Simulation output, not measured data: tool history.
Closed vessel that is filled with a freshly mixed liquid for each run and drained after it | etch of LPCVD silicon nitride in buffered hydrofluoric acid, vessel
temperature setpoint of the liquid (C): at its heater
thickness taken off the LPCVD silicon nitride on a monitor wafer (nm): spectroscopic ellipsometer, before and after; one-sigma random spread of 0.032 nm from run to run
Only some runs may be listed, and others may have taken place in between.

run,hour,temperature setpoint of the liquid (C),parts of 40 % ammonium fluoride to one part of 49 % hydrofluoric acid (parts by volume),time in the liquid (s),thickness taken off the LPCVD silicon nitride on a monitor wafer (nm)
1,0,20,16.5,330,2.2882
2,3,20,21,330,1.8047
3,10.7,21.5,19.5,330,2.0992
4,18.7,23,18.5,330,2.3755
5,25.3,24,17.5,330,2.637
6,27.3,24,17.5,220,1.7615
7,32.5,25,15,245,2.4207
8,38.3,25.5,13,245,2.8747

Expected results for the next run?
9,39,28,10,250,?

{"run 9": {"thickness taken off the LPCVD silicon nitride on a monitor wafer (nm)": 4.2682}}
